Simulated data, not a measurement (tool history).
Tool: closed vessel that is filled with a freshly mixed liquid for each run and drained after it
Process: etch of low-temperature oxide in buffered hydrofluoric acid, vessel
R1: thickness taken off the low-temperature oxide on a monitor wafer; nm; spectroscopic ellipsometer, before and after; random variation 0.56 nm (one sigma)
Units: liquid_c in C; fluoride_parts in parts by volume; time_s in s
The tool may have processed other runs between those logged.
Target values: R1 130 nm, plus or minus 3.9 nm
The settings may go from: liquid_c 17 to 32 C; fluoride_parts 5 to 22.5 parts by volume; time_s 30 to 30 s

run 1 hour=0 | liquid_c=24 fluoride_parts=13.5 time_s=30 | R1=66.303
run 2 hour=4 | liquid_c=26.5 fluoride_parts=13.5 time_s=30 | R1=75.839
run 3 hour=11 | liquid_c=26.5 fluoride_parts=13.5 time_s=30 | R1=75.271
run 4 hour=16.8 | liquid_c=26.5 fluoride_parts=13.5 time_s=30 | R1=75.416
run 5 hour=17.6 | liquid_c=23.5 fluoride_parts=13.5 time_s=30 | R1=64.224
run 6 hour=26.2 | liquid_c=23.5 fluoride_parts=10 time_s=30 | R1=85.937
run 7 hour=30.8 | liquid_c=25 fluoride_parts=10 time_s=30 | R1=93.143
run 8 hour=38.6 | liquid_c=29 fluoride_parts=9.5 time_s=30 | R1=118.99
run 9 hour=44.3 | liquid_c=29.5 fluoride_parts=9.5 time_s=30 | R1=121.89
run 10 hour=47.9 | liquid_c=30 fluoride_parts=9.5 time_s=30 | R1=125.96

Exactly one of the 4 candidate moves below puts every result within its allowed miss. Which one?
run A hour=51.5 | liquid_c=30.5 fluoride_parts=8.5 time_s=30 | R1=?
run B hour=51.5 | liquid_c=28.5 fluoride_parts=8 time_s=30 | R1=?
run C hour=51.5 | liquid_c=29 fluoride_parts=8.5 time_s=30 | R1=?
run D hour=51.5 | liquid_c=27.5 fluoride_parts=8.5 time_s=30 | R1=?

move=A R1=142.84
move=B R1=137.31
move=C R1=132.03
move=D R1=121.94
A: takes the biggest miss from the last run beyond its target
B: takes the biggest miss from the last run beyond its target
C: all results land within tolerance of their targets
D: the biggest miss grows against the last run
Answer: C
